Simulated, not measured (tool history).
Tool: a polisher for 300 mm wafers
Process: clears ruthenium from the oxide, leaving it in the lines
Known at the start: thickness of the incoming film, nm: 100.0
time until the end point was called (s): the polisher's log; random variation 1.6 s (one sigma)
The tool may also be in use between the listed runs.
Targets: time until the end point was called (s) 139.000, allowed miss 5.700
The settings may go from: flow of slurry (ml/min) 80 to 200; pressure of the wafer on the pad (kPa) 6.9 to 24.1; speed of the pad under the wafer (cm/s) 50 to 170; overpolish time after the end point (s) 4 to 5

run	hour	flow of slurry (ml/min)	pressure of the wafer on the pad (kPa)	speed of the pad under the wafer (cm/s)	overpolish time after the end point (s)	time until the end point was called (s)
1	0.0	130	15.2	110	5	90.698
2	4.4	130	15.2	126	5	79.067
3	5.3	130	15.2	126	5	79.024
4	10.4	130	15.2	138	5	72.344
5	13.7	130	14.5	136	5	77.733
6	17.6	155	14.5	136	5	73.890
7	24.0	155	13.8	136	5	77.532
8	30.6	155	13.1	136	5	83.160
9	35.6	155	12.4	136	5	87.107

4 next moves are on the table. One of them brings every result within its allowed miss. Which?
A	40.6	145	7.6	122	5	?
B	40.6	90	11.7	106	4	?
C	40.6	155	8.3	126	5	?
D	40.6	140	9.7	128	5	?

move	time until the end point was called (s)
A	140.490
B	124.540
C	126.380
D	112.260
A: meets every target
B: nearer than the last run, and not there yet
C: nearer than the last run, and not there yet
D: nearer than the last run, and not there yet
Move A is the one to make.

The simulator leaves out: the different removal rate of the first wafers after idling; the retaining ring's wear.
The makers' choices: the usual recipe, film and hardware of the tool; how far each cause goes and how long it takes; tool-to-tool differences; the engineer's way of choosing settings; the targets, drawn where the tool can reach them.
